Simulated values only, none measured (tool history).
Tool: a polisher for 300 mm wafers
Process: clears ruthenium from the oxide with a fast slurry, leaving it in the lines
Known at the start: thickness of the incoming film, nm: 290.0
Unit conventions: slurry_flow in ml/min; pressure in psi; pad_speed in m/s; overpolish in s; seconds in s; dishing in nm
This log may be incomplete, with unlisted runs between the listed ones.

run  hour  slurry_flow  pressure  pad_speed  slurry_solids  overpolish  seconds  dishing
  1   0.0          150       3.0       0.98            1.0          12   61.633   42.141
  2   0.9          150       3.2       0.98            1.0          13   56.261   47.882
  3   6.8          150       3.3       0.98            1.0          14   56.025   51.493
  4   7.8          150       3.4       0.98            1.0          15   55.114   55.336
  5  10.8          150       3.4       0.98            1.0          19   52.527   65.281
  6  17.3          150       3.4       0.98            1.0          23   55.642   71.817

Expected results for the next run?
  7  19.7          155       3.5       0.98            1.0          22        ?        ?

Run 7 yielded seconds 52.780 s, dishing 74.442 nm.

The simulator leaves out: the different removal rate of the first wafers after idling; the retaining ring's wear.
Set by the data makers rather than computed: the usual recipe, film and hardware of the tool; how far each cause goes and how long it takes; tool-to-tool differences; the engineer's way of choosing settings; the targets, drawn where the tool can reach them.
